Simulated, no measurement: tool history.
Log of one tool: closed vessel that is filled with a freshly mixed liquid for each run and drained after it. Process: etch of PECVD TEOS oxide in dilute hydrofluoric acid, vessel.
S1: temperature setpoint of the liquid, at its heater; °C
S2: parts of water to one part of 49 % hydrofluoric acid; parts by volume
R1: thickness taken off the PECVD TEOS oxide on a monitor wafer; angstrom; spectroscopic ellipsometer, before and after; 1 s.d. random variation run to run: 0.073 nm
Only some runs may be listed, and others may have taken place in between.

{"run": 1, "day": 0.0, "S1": 23, "S2": 65, "time in the liquid (s)": 95, "R1": 152.56}
{"run": 2, "day": 0.046, "S1": 23, "S2": 65, "time in the liquid (s)": 95, "R1": 150.19}
{"run": 3, "day": 0.312, "S1": 23, "S2": 65, "time in the liquid (s)": 100, "R1": 160.14}
{"run": 4, "day": 0.679, "S1": 22, "S2": 70, "time in the liquid (s)": 100, "R1": 141.44}
{"run": 5, "day": 0.938, "S1": 21, "S2": 75, "time in the liquid (s)": 100, "R1": 125.92}
{"run": 6, "day": 1.262, "S1": 18.5, "S2": 75, "time in the liquid (s)": 100, "R1": 111.79}

What will run 7 give?
{"run": 7, "day": 1.45, "S1": 18, "S2": 75, "time in the liquid (s)": 100, "R1": "?"}

Logged for run 7: R1 110.29 angstrom.
